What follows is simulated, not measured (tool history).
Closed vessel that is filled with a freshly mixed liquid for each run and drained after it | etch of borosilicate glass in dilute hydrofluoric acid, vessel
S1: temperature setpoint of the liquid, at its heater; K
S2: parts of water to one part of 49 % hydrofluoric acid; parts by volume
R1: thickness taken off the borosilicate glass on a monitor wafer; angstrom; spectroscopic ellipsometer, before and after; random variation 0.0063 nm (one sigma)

{"run": 1, "day": 0.0, "S1": 296.15, "S2": 280, "time in the liquid (s)": 30, "R1": 23.547}
{"run": 2, "day": 0.108, "S1": 296.15, "S2": 195, "time in the liquid (s)": 30, "R1": 36.57}
{"run": 3, "day": 0.354, "S1": 295.15, "S2": 205, "time in the liquid (s)": 30, "R1": 33.144}
{"run": 4, "day": 0.721, "S1": 295.15, "S2": 205, "time in the liquid (s)": 30, "R1": 33.132}
{"run": 5, "day": 0.804, "S1": 294.65, "S2": 215, "time in the liquid (s)": 30, "R1": 30.824}
{"run": 6, "day": 0.896, "S1": 294.15, "S2": 220, "time in the liquid (s)": 30, "R1": 29.375}
{"run": 7, "day": 1.021, "S1": 293.65, "S2": 225, "time in the liquid (s)": 30, "R1": 28.14}
{"run": 8, "day": 1.117, "S1": 293.15, "S2": 230, "time in the liquid (s)": 30, "R1": 26.859}
{"day": 1.262, "done": "thermometer replaced"}
{"run": 9, "day": 1.262, "S1": 292.65, "S2": 235, "time in the liquid (s)": 30, "R1": 26.969}
{"run": 10, "day": 1.554, "S1": 292.15, "S2": 240, "time in the liquid (s)": 30, "R1": 25.852}
{"run": 11, "day": 1.65, "S1": 292.15, "S2": 245, "time in the liquid (s)": 30, "R1": 25.21}

The next listed run, before its measurement:
{"run": 12, "day": 1.988, "S1": 292.15, "S2": 250, "time in the liquid (s)": 30, "R1": "?"}

Run 12 gave R1 24.668 angstrom.
